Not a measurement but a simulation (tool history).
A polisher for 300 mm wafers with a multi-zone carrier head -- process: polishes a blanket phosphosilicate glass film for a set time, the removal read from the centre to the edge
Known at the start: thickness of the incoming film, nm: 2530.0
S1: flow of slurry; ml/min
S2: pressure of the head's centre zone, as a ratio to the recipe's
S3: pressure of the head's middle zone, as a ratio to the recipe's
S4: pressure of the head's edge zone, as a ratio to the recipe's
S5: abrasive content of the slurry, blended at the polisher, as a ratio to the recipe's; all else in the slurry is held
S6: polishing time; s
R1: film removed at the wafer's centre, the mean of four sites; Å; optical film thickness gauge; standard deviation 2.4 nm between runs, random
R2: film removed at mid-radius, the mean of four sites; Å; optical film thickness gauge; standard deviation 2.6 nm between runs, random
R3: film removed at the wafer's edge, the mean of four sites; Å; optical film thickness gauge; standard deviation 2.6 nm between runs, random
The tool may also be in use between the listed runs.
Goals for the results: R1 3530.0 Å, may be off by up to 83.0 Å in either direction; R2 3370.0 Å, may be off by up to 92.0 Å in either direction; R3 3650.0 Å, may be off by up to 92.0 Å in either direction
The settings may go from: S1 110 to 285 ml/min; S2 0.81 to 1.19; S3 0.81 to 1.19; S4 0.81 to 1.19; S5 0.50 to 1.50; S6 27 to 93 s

run,hour,S1,S2,S3,S4,S5,S6,R1,R2,R3
1,0.0,180,1.00,1.00,1.00,1.00,59,6063.6,6172.4,6163.5
2,8.7,170,0.98,0.96,0.97,0.90,56,5168.8,5138.6,5260.9
3,9.3,160,0.96,0.93,0.93,0.85,56,4725.0,4727.0,4911.9
4,11.6,155,0.95,0.91,0.90,0.75,56,4175.2,4108.2,4233.2
5,18.3,155,0.95,0.91,0.96,0.75,56,4107.3,4170.3,4373.8
6,26.5,155,0.95,0.91,0.96,0.85,56,4665.4,4657.7,4886.3
7,34.0,150,0.94,0.89,0.93,0.80,56,4356.8,4349.4,4582.1
8,42.6,145,0.94,0.87,0.91,0.75,56,4008.8,3933.0,4242.9
9,48.7,140,0.94,0.86,0.89,0.75,56,4017.8,3888.0,4158.4
10,56.6,135,0.93,0.85,0.87,0.75,56,3887.1,3776.8,4058.1
11,61.4,130,0.93,0.84,0.86,0.75,56,3869.4,3747.3,4039.1
# hour 65.9: worn pad replaced by a new one
12,65.9,130,0.93,0.83,0.85,0.75,56,4445.8,4259.4,4664.4
13,73.3,140,0.95,0.85,0.90,0.75,56,4644.0,4429.2,4819.3
14,74.3,145,0.94,0.85,0.88,0.75,56,4652.6,4461.7,4824.6
15,79.4,135,0.94,0.85,0.88,0.75,56,4514.7,4365.1,4738.9
16,85.8,160,0.93,0.85,0.90,0.75,56,4626.8,4535.5,4875.0
17,87.7,150,0.93,0.85,0.89,0.75,56,4632.2,4503.3,4815.1
18,92.4,140,0.94,0.85,0.88,0.75,56,4584.7,4354.0,4723.6
19,93.5,135,0.94,0.85,0.87,0.75,56,4539.9,4401.1,4754.5
20,100.9,145,0.93,0.85,0.88,0.70,56,4278.8,4143.9,4483.4
21,107.9,135,0.93,0.85,0.87,0.70,56,4150.2,4032.9,4449.7
22,110.0,135,0.94,0.87,0.86,0.65,55,3787.1,3665.0,3909.6
23,115.1,110,0.92,0.83,0.81,0.60,55,3113.9,3020.4,3254.4
24,121.1,115,0.92,0.83,0.81,0.60,55,3162.0,3041.8,3275.8
25,122.2,120,0.92,0.83,0.81,0.60,55,3222.8,3089.2,3309.8
26,128.6,125,0.92,0.83,0.82,0.60,55,3245.4,3113.6,3355.3

Which of these 5 next moves meets every target?
A,135.0,110,0.94,0.83,0.81,0.70,50,?,?,?
B,135.0,150,0.89,0.98,0.81,0.60,50,?,?,?
C,135.0,120,0.84,0.87,0.81,0.65,52,?,?,?
D,135.0,150,0.83,0.93,0.81,0.60,55,?,?,?
E,135.0,110,0.99,0.83,0.81,0.65,52,?,?,?

move,R1,R2,R3
A,3526.7,3338.7,3659.8
B,2994.2,3396.8,3157.4
C,3082.9,3386.0,3537.7
D,3068.6,3577.1,3475.4
E,3528.8,3169.8,3475.6
A: meets every target
B: lands further from the targets than the last run did
C: lands further from the targets than the last run did
D: lands further from the targets than the last run did
E: corrects the largest miss of the last run, while another result sits out of spec
Answer: A
